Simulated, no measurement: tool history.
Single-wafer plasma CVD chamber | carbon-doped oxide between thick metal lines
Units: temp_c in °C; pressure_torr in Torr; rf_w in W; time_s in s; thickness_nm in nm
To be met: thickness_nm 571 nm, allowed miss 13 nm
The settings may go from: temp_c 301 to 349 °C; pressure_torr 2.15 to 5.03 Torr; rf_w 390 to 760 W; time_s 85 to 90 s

| run | day | temp_c | pressure_torr | rf_w | time_s | thickness_nm |
|---|---|---|---|---|---|---|
| 1 | 0 | 325 | 3.59 | 575 | 90 | 486.46 |
| 2 | 0.129 | 322 | 3.73 | 595 | 90 | 507.97 |
| 3 | 0.221 | 320 | 3.86 | 605 | 90 | 521.67 |
| 4 | 0.275 | 318 | 3.96 | 610 | 90 | 531.6 |
| 5 | 0.575 | 316 | 4.04 | 615 | 90 | 542.29 |
| 6 | 0.721 | 315 | 4.09 | 615 | 90 | 549.44 |
| 7 | 1.062 | 314 | 4.12 | 615 | 90 | 550.08 |
| 8 | 1.221 | 313 | 4.16 | 615 | 90 | 553.61 |
| 9 | 1.525 | 312 | 4.19 | 615 | 90 | 553.89 |
| 10 | 1.846 | 311 | 4.23 | 615 | 90 | 556.19 |

Which of these 4 next moves meets every target?
| A | 2.167 | 314 | 4.3 | 690 | 90 | ? |
| B | 2.167 | 310 | 4.62 | 660 | 90 | ? |
| C | 2.167 | 314 | 4.03 | 610 | 90 | ? |
| D | 2.167 | 304 | 4.62 | 650 | 85 | ? |

| move | thickness_nm |
|---|---|
| A | 607.03 |
| B | 602.01 |
| C | 542.01 |
| D | 574.53 |
A: takes the result that was furthest off past its target
B: takes the result that was furthest off past its target
C: further off than the last run
D: meets every target
Move D is the one to make.
